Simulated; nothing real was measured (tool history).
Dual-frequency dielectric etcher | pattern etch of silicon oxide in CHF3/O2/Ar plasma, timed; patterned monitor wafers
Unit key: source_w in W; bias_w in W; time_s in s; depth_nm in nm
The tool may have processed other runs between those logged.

run,day,source_w,bias_w,time_s,depth_nm
1,0.000,610,216,689.5,1346.1
2,0.088,660,234,692.5,1493.2
3,0.438,700,235,692.5,1551.6
4,0.500,730,236,692.5,1588.9
5,0.854,760,237,692.5,1610.1
6,1.179,710,237,692.5,1569.3
7,1.388,740,239,692.5,1611.9
8,1.450,760,240,692.5,1632.8

For run 9, what comes out?
9,1.492,850,262,695.5,?

depth_nm: 1824.5 nm

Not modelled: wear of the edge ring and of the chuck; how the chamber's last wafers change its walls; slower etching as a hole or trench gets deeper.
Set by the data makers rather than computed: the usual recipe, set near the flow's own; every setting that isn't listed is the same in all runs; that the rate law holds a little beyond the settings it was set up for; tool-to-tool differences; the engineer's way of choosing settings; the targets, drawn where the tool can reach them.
